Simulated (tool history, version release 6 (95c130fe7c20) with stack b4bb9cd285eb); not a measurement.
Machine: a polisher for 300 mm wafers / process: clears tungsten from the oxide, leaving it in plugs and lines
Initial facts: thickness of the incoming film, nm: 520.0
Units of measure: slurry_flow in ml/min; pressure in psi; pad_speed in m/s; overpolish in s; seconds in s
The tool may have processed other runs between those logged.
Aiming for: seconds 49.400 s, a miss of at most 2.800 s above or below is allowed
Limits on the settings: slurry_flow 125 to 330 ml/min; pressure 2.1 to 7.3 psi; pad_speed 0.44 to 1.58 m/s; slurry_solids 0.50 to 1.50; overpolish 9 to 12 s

run,hour,slurry_flow,pressure,pad_speed,slurry_solids,overpolish,seconds
1,0.0,210,4.7,1.00,1.00,12,91.244
2,3.2,230,4.7,1.00,1.00,12,91.423
3,8.9,230,5.2,1.02,1.00,12,82.373
4,17.0,230,5.6,1.06,1.00,12,71.697
5,23.4,230,6.8,1.06,1.00,12,60.154
6,31.5,260,6.8,1.06,1.00,12,57.532
7,33.3,260,6.9,1.08,1.00,12,56.942
8,41.3,260,7.0,1.10,1.00,12,56.264
9,46.2,260,7.1,1.12,1.00,12,52.830

Of the 5 settings listed for the next run, only one would bring every result within its allowed miss of target. Which one?
A,51.1,330,7.3,1.00,0.85,12,?
B,51.1,235,6.9,1.08,0.95,12,?
C,51.1,225,7.3,1.36,1.15,12,?
D,51.1,295,7.2,1.12,0.75,9,?
E,51.1,320,6.8,1.16,1.25,12,?

move,seconds
A,58.584
B,57.796
C,42.021
D,55.167
E,49.950
A: moves away from the targets compared with the last run
B: moves away from the targets compared with the last run
C: the result that was furthest off in the last run now lies on the other side of its target
D: moves away from the targets compared with the last run
E: meets every target
Answer: E

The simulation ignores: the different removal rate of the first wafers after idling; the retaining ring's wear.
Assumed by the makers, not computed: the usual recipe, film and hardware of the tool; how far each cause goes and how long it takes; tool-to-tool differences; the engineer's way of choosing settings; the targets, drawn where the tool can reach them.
